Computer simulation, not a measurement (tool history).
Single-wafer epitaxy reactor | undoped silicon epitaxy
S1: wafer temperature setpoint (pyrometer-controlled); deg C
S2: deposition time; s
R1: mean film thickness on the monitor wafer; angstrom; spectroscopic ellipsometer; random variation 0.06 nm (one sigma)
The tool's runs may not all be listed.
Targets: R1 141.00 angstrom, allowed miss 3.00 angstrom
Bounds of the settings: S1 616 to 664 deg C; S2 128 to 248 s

Run 1, hour 0.0: S1 640 deg C, S2 188 s. Result: R1 223.49 angstrom.
Run 2, hour 3.4: S1 646 deg C, S2 188 s. Result: R1 257.96 angstrom.
Run 3, hour 10.1: S1 652 deg C, S2 188 s. Result: R1 300.24 angstrom.
Run 4, hour 14.9: S1 645 deg C, S2 188 s. Result: R1 252.01 angstrom.
Run 5, hour 22.4: S1 649 deg C, S2 188 s. Result: R1 279.43 angstrom.
Run 6, hour 28.6: S1 643 deg C, S2 188 s. Result: R1 239.71 angstrom.
Run 7, hour 29.2: S1 638 deg C, S2 188 s. Result: R1 211.61 angstrom.
Run 8, hour 37.6: S1 634 deg C, S2 188 s. Result: R1 188.82 angstrom.
Run 9, hour 46.0: S1 632 deg C, S2 188 s. Result: R1 181.09 angstrom.
Run 10, hour 54.2: S1 630 deg C, S2 188 s. Result: R1 172.19 angstrom.
Run 11, hour 57.1: S1 628 deg C, S2 188 s. Result: R1 163.86 angstrom.
Run 12, hour 62.0: S1 628 deg C, S2 188 s. Result: R1 163.35 angstrom.
Run 13, hour 69.4: S1 627 deg C, S2 188 s. Result: R1 158.77 angstrom.
Run 14, hour 70.9: S1 626 deg C, S2 188 s. Result: R1 154.32 angstrom.
Run 15, hour 71.6: S1 625 deg C, S2 188 s. Result: R1 151.09 angstrom.
Run 16, hour 73.2: S1 624 deg C, S2 188 s. Result: R1 146.42 angstrom.

Which of these 4 next moves meets every target?
Run A, hour 74.8: S1 623 deg C, S2 196 s. Result: R1 ?.
Run B, hour 74.8: S1 623 deg C, S2 185 s. Result: R1 ?.
Run C, hour 74.8: S1 626 deg C, S2 188 s. Result: R1 ?.
Run D, hour 74.8: S1 622 deg C, S2 199 s. Result: R1 ?.

move      R1
   A  150.79
   B  142.33
   C  156.56
   D  149.09
A: further off than the last run
B: meets every target
C: further off than the last run
D: further off than the last run
The right move is B.

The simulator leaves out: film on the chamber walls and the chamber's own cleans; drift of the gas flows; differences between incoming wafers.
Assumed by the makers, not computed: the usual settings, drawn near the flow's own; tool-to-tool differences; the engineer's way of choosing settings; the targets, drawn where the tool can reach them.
